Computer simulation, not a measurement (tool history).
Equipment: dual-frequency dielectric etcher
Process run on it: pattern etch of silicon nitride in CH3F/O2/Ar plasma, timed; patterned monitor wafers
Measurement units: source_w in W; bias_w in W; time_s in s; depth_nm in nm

{"run": 1, "hour": 0.0, "source_w": 340, "bias_w": 74, "time_s": 61, "depth_nm": 40.518}
{"run": 2, "hour": 5.4, "source_w": 370, "bias_w": 74, "time_s": 61, "depth_nm": 42.126}
{"run": 3, "hour": 14.1, "source_w": 370, "bias_w": 74, "time_s": 61, "depth_nm": 41.974}
{"run": 4, "hour": 17.9, "source_w": 370, "bias_w": 80, "time_s": 61, "depth_nm": 43.009}
{"run": 5, "hour": 24.3, "source_w": 370, "bias_w": 80, "time_s": 61, "depth_nm": 43.33}
{"run": 6, "hour": 30.8, "source_w": 370, "bias_w": 93, "time_s": 61, "depth_nm": 46.111}

Forecast run 7:
{"run": 7, "hour": 32.4, "source_w": 370, "bias_w": 93, "time_s": 61, "depth_nm": "?"}

{"run 7": {"depth_nm": 46.063}}
